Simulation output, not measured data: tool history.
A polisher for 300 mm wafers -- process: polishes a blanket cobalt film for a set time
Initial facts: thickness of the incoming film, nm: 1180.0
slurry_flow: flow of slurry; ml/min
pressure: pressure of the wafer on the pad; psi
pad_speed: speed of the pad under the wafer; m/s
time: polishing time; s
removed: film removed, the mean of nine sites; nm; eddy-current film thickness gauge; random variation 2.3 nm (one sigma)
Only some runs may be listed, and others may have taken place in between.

run	hour	slurry_flow	pressure	pad_speed	time	removed
1	0	200	2	1.26	74	424.52
2	2.1	200	2	1.26	77	446.14
3	4.9	200	1.8	1.14	77	366.17
4	12	200	1.8	1.36	77	435.84
5	16.6	200	1.8	1.36	74	411.17
6	22.3	170	1.8	1.36	74	402.6

Run 7 comes next. What will it give?
# hour 28.9: head pressure recalibrated
7	28.9	165	1.6	1.24	74	?

removed: 289.17 nm
